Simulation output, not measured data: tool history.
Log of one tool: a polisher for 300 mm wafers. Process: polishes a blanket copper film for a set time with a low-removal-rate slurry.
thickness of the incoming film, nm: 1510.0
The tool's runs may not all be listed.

run,hour,flow of slurry (ml/min),pressure of the wafer on the pad (kPa),speed of the pad under the wafer (cm/s),abrasive content of the slurry,polishing time (s),film removed (angstrom)
1,0,140,22.1,136,1,96,3983.4
2,3.9,140,22.1,136,1,96,3925.4
3,9,140,22.1,106,1,96,3351.1
4,12.5,140,22.1,106,1,101,3522.1
5,17,135,21.4,106,1,101,3399.5
6,21.2,135,21.4,106,0.8,101,3264.2

The next listed run, before its measurement:
7,29.4,130,20.7,106,0.8,101,?

Run 7 gave film removed (angstrom) 3137.7.
